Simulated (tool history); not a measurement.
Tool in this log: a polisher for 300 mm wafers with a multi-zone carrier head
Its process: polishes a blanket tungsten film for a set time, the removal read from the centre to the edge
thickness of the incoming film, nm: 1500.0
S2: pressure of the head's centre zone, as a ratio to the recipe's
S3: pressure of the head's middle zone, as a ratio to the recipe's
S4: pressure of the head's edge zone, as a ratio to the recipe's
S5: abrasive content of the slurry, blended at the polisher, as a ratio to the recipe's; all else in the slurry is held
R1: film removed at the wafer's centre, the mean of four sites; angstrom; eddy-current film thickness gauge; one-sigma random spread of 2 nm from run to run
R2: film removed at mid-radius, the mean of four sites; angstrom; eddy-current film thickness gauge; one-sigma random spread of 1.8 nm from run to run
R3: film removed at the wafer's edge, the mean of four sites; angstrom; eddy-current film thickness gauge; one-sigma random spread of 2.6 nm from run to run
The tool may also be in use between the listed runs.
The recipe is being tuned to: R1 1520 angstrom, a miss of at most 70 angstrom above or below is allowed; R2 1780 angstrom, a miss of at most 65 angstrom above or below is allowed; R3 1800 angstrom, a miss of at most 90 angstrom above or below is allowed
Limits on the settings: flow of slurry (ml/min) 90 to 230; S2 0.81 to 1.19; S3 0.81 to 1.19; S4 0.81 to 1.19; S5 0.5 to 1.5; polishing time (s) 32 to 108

{"run": 1, "hour": 0.0, "flow of slurry (ml/min)": 150, "S2": 1, "S3": 1, "S4": 1, "S5": 1, "polishing time (s)": 70, "R1": 1912.5, "R2": 1962.1, "R3": 1958}
{"run": 2, "hour": 4.2, "flow of slurry (ml/min)": 115, "S2": 1, "S3": 1, "S4": 1, "S5": 1, "polishing time (s)": 70, "R1": 1846.2, "R2": 1853.7, "R3": 1865.2}
{"run": 3, "hour": 10.8, "flow of slurry (ml/min)": 115, "S2": 1, "S3": 1, "S4": 1, "S5": 1, "polishing time (s)": 82, "R1": 2185.4, "R2": 2212.6, "R3": 2158.2}
{"run": 4, "hour": 12.9, "flow of slurry (ml/min)": 115, "S2": 0.95, "S3": 1, "S4": 1, "S5": 1, "polishing time (s)": 82, "R1": 2087.1, "R2": 2206.7, "R3": 2136.4}
{"run": 5, "hour": 14.9, "flow of slurry (ml/min)": 115, "S2": 0.93, "S3": 1, "S4": 1.01, "S5": 0.95, "polishing time (s)": 81, "R1": 2010.4, "R2": 2192.7, "R3": 2171.7}
{"run": 6, "hour": 21.2, "flow of slurry (ml/min)": 115, "S2": 0.93, "S3": 1, "S4": 1.01, "S5": 1.1, "polishing time (s)": 81, "R1": 1996, "R2": 2201.9, "R3": 2149.3}
{"run": 7, "hour": 29.0, "flow of slurry (ml/min)": 115, "S2": 0.92, "S3": 0.99, "S4": 1, "S5": 1.1, "polishing time (s)": 79, "R1": 1952.1, "R2": 2142.8, "R3": 2111.4}
{"run": 8, "hour": 29.5, "flow of slurry (ml/min)": 115, "S2": 0.91, "S3": 0.99, "S4": 1, "S5": 1.1, "polishing time (s)": 77, "R1": 1879.9, "R2": 2070.7, "R3": 2114}
{"run": 9, "hour": 34.2, "flow of slurry (ml/min)": 115, "S2": 0.9, "S3": 1, "S4": 1, "S5": 1.05, "polishing time (s)": 75, "R1": 1810.6, "R2": 2018, "R3": 1977.9}
{"run": 10, "hour": 35.0, "flow of slurry (ml/min)": 115, "S2": 0.89, "S3": 1, "S4": 1, "S5": 1.05, "polishing time (s)": 74, "R1": 1724.9, "R2": 2022.7, "R3": 1968.2}
{"run": 11, "hour": 41.1, "flow of slurry (ml/min)": 115, "S2": 0.89, "S3": 1, "S4": 1, "S5": 1.05, "polishing time (s)": 74, "R1": 1738.3, "R2": 2004.1, "R3": 1973.7}
{"run": 12, "hour": 48.1, "flow of slurry (ml/min)": 115, "S2": 0.88, "S3": 0.99, "S4": 1, "S5": 1.05, "polishing time (s)": 73, "R1": 1724.7, "R2": 1975.5, "R3": 1959.4}
{"run": 13, "hour": 55.9, "flow of slurry (ml/min)": 115, "S2": 0.87, "S3": 0.99, "S4": 1, "S5": 1.05, "polishing time (s)": 72, "R1": 1702.8, "R2": 1930.9, "R3": 1924.2}
{"run": 14, "hour": 63.3, "flow of slurry (ml/min)": 115, "S2": 0.86, "S3": 0.99, "S4": 1, "S5": 1.05, "polishing time (s)": 71, "R1": 1603.6, "R2": 1874.6, "R3": 1951}
{"run": 15, "hour": 64.2, "flow of slurry (ml/min)": 115, "S2": 0.86, "S3": 0.99, "S4": 0.99, "S5": 1.05, "polishing time (s)": 71, "R1": 1631.8, "R2": 1884.3, "R3": 1845}
{"run": 16, "hour": 68.4, "flow of slurry (ml/min)": 115, "S2": 0.85, "S3": 0.99, "S4": 0.99, "S5": 1.05, "polishing time (s)": 71, "R1": 1613.8, "R2": 1873.9, "R3": 1911.2}
{"run": 17, "hour": 73.0, "flow of slurry (ml/min)": 115, "S2": 0.85, "S3": 0.99, "S4": 0.98, "S5": 1.05, "polishing time (s)": 71, "R1": 1643.3, "R2": 1910, "R3": 1861.4}

5 candidate next runs follow, results not yet known. Just one meets every target within its allowed miss. Identify it.
{"run": "A", "hour": 77.6, "flow of slurry (ml/min)": 120, "S2": 0.81, "S3": 1.12, "S4": 1.11, "S5": 1.1, "polishing time (s)": 68, "R1": "?", "R2": "?", "R3": "?"}
{"run": "B", "hour": 77.6, "flow of slurry (ml/min)": 100, "S2": 0.81, "S3": 1.09, "S4": 0.99, "S5": 1.05, "polishing time (s)": 74, "R1": "?", "R2": "?", "R3": "?"}
{"run": "C", "hour": 77.6, "flow of slurry (ml/min)": 120, "S2": 0.82, "S3": 1.16, "S4": 1.18, "S5": 0.9, "polishing time (s)": 65, "R1": "?", "R2": "?", "R3": "?"}
{"run": "D", "hour": 77.6, "flow of slurry (ml/min)": 115, "S2": 0.81, "S3": 0.94, "S4": 0.91, "S5": 1.15, "polishing time (s)": 69, "R1": "?", "R2": "?", "R3": "?"}
{"run": "E", "hour": 77.6, "flow of slurry (ml/min)": 105, "S2": 0.81, "S3": 1.14, "S4": 0.89, "S5": 1.1, "polishing time (s)": 69, "R1": "?", "R2": "?", "R3": "?"}

move=A R1=1509.7 R2=2049.4 R3=1881
move=B R1=1568.7 R2=2091.4 R3=1876.9
move=C R1=1419.2 R2=1962.2 R3=1802.7
move=D R1=1526.6 R2=1791.2 R3=1739.9
move=E R1=1489.3 R2=2060.3 R3=1686.2
A: its largest miss is bigger than the last run's
B: its largest miss is bigger than the last run's
C: its largest miss is bigger than the last run's
D: in spec on every target
E: its largest miss is bigger than the last run's
The move that meets every target is D.
